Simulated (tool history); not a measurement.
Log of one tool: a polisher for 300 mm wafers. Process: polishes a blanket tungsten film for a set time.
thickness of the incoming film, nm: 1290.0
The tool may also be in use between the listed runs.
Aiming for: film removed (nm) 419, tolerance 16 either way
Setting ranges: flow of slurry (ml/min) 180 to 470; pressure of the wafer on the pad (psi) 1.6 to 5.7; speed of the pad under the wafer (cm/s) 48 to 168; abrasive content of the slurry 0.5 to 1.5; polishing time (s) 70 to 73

| run | hour | flow of slurry (ml/min) | pressure of the wafer on the pad (psi) | speed of the pad under the wafer (cm/s) | abrasive content of the slurry | polishing time (s) | film removed (nm) |
|---|---|---|---|---|---|---|---|
| 1 | 0 | 300 | 3.6 | 108 | 1 | 70 | 339.89 |
| 2 | 4.1 | 300 | 3.6 | 108 | 0.85 | 70 | 323.59 |
| 3 | 9.2 | 300 | 3.6 | 84 | 0.85 | 70 | 274.29 |
| 4 | 17.9 | 300 | 3.6 | 84 | 0.95 | 70 | 275.03 |
| 5 | 19.6 | 300 | 4 | 84 | 0.95 | 70 | 311.53 |
| 6 | 26.7 | 300 | 4.3 | 84 | 0.95 | 70 | 332.29 |
| 7 | 27.3 | 300 | 4.5 | 84 | 0.95 | 70 | 356.01 |
| 8 | 29.6 | 300 | 4.6 | 84 | 0.95 | 70 | 353.91 |
| 9 | 38.3 | 300 | 4.6 | 84 | 0.95 | 70 | 355.89 |
| 10 | 41.6 | 300 | 4.8 | 84 | 0.95 | 70 | 369.39 |
| 11 | 47.7 | 300 | 4.8 | 84 | 0.95 | 70 | 378.57 |
| 12 | 49.8 | 300 | 4.9 | 84 | 0.95 | 70 | 380.04 |
| 13 | 51.2 | 300 | 5 | 84 | 0.95 | 70 | 395.4 |
| 14 | 58.7 | 300 | 5.1 | 84 | 0.95 | 70 | 396.39 |

Below are 4 possible settings for the next run. Only one of them brings all results inside the allowed miss of their targets. Which is it?
| A | 66.2 | 315 | 5.1 | 90 | 0.8 | 73 | ? |
| B | 66.2 | 315 | 5.7 | 94 | 0.7 | 71 | ? |
| C | 66.2 | 245 | 5.1 | 100 | 1.1 | 70 | ? |
| D | 66.2 | 275 | 4.6 | 78 | 1.05 | 70 | ? |

| move | film removed (nm) |
|---|---|
| A | 407.93 |
| B | 439.74 |
| C | 443.85 |
| D | 340.6 |
A: every result lands within tolerance
B: takes the result that was furthest off past its target
C: takes the result that was furthest off past its target
D: the biggest miss grows against the last run
The right move is A.

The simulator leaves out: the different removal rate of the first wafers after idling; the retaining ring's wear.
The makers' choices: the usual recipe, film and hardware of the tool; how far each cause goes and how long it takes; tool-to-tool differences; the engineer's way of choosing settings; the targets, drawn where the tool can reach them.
